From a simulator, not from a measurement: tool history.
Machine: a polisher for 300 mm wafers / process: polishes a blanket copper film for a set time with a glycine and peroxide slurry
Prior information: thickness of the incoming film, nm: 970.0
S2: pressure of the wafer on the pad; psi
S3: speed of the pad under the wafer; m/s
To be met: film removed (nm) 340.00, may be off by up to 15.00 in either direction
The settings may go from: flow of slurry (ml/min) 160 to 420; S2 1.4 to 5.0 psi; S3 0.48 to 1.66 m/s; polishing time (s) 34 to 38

{"run": 1, "hour": 0.0, "flow of slurry (ml/min)": 270, "S2": 3.2, "S3": 1.06, "polishing time (s)": 38, "film removed (nm)": 196.84}
{"run": 2, "hour": 4.2, "flow of slurry (ml/min)": 245, "S2": 3.2, "S3": 1.06, "polishing time (s)": 38, "film removed (nm)": 197.35}
{"run": 3, "hour": 7.0, "flow of slurry (ml/min)": 245, "S2": 3.4, "S3": 1.08, "polishing time (s)": 38, "film removed (nm)": 206.68}
{"run": 4, "hour": 9.9, "flow of slurry (ml/min)": 245, "S2": 3.1, "S3": 1.08, "polishing time (s)": 38, "film removed (nm)": 196.95}
{"run": 5, "hour": 18.5, "flow of slurry (ml/min)": 245, "S2": 3.3, "S3": 1.12, "polishing time (s)": 38, "film removed (nm)": 210.69}
{"run": 6, "hour": 27.3, "flow of slurry (ml/min)": 245, "S2": 3.5, "S3": 1.14, "polishing time (s)": 38, "film removed (nm)": 219.81}
{"run": 7, "hour": 31.5, "flow of slurry (ml/min)": 250, "S2": 4.4, "S3": 1.34, "polishing time (s)": 38, "film removed (nm)": 305.56}
{"run": 8, "hour": 39.2, "flow of slurry (ml/min)": 250, "S2": 4.5, "S3": 1.34, "polishing time (s)": 38, "film removed (nm)": 315.31}

4 next moves are on the table. One of them brings every result within its allowed miss. Which?
{"run": "A", "hour": 46.9, "flow of slurry (ml/min)": 245, "S2": 4.7, "S3": 1.32, "polishing time (s)": 34, "film removed (nm)": "?"}
{"run": "B", "hour": 46.9, "flow of slurry (ml/min)": 285, "S2": 4.9, "S3": 1.28, "polishing time (s)": 38, "film removed (nm)": "?"}
{"run": "C", "hour": 46.9, "flow of slurry (ml/min)": 270, "S2": 4.0, "S3": 1.36, "polishing time (s)": 38, "film removed (nm)": "?"}
{"run": "D", "hour": 46.9, "flow of slurry (ml/min)": 255, "S2": 4.6, "S3": 1.34, "polishing time (s)": 34, "film removed (nm)": "?"}

move=A film_removed_(nm)=287.86
move=B film_removed_(nm)=331.55
move=C film_removed_(nm)=288.10
move=D film_removed_(nm)=287.14
A: lands further from the targets than the last run did
B: in spec on every target
C: lands further from the targets than the last run did
D: lands further from the targets than the last run did
B meets every target.
